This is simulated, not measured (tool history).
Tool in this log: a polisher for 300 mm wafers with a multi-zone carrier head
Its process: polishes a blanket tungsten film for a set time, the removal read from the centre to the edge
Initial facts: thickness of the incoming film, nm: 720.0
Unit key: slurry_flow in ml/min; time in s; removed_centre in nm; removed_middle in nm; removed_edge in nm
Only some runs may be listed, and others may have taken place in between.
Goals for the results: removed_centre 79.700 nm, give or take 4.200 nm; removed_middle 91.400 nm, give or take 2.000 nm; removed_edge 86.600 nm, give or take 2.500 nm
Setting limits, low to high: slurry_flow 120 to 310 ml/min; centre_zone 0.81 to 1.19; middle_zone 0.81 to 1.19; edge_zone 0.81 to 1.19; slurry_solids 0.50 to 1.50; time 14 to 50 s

run    day  slurry_flow  centre_zone  middle_zone  edge_zone  slurry_solids  time  removed_centre  removed_middle  removed_edge
  1  0.000          200         1.00         1.00       1.00           1.00    32         127.460         130.450       126.910
  2  0.075          245         1.00         1.00       1.00           1.00    32         130.470         134.830       130.540
  3  0.250          245         1.00         1.00       1.00           0.85    32         127.100         130.200       127.200
  4  0.375          245         1.00         1.00       0.94           0.85    32         125.590         129.540       123.070
  5  0.658          230         0.97         0.99       0.91           0.75    30         110.420         117.010       110.030
  6  1.025          230         0.97         0.99       0.91           0.75    36         136.240         141.420       134.270
  7  1.233          215         0.94         0.98       0.89           0.70    33         115.760         125.060       119.120
  8  1.554          205         0.93         0.97       0.87           0.65    31         107.400         115.140       108.190
  9  1.838          195         0.90         0.96       0.86           0.60    30          96.389         107.890       102.300
 10  2.196          185         0.89         0.95       0.85           0.55    29          91.204         101.910        96.626
 11  2.538          175         0.88         0.94       0.84           0.55    29          87.678          99.004        94.411
 12  2.688          175         0.88         0.94       0.84           0.55    29          88.879          97.789        95.048
 13  2.867          165         0.87         0.95       0.83           0.55    29          88.230          99.029        92.408
 14  2.917          155         0.86         0.94       0.82           0.55    29          86.385          97.496        93.481

Exactly one of the 5 candidate moves below puts every result within its allowed miss. Which one?
  A  2.967          190         0.87         0.96       0.85           0.65    25               ?               ?             ?
  B  2.967          140         0.84         0.92       0.85           0.50    29               ?               ?             ?
  C  2.967          180         0.94         1.11       0.81           0.50    27               ?               ?             ?
  D  2.967          170         0.86         0.94       0.86           0.70    30               ?               ?             ?
  E  2.967          175         0.92         0.99       0.81           0.50    28               ?               ?             ?

move  removed_centre  removed_middle  removed_edge
   A          79.923          90.727        86.558
   B          81.547          93.109        93.176
   C          88.693         105.280        86.949
   D          94.459         106.810       104.690
   E          89.550          98.694        90.067
A: all results land within tolerance of their targets
B: gets the furthest-off result to its target, but another result is out of tolerance
C: the biggest miss grows against the last run
D: the biggest miss grows against the last run
E: the biggest miss grows against the last run
The move that meets every target is A.
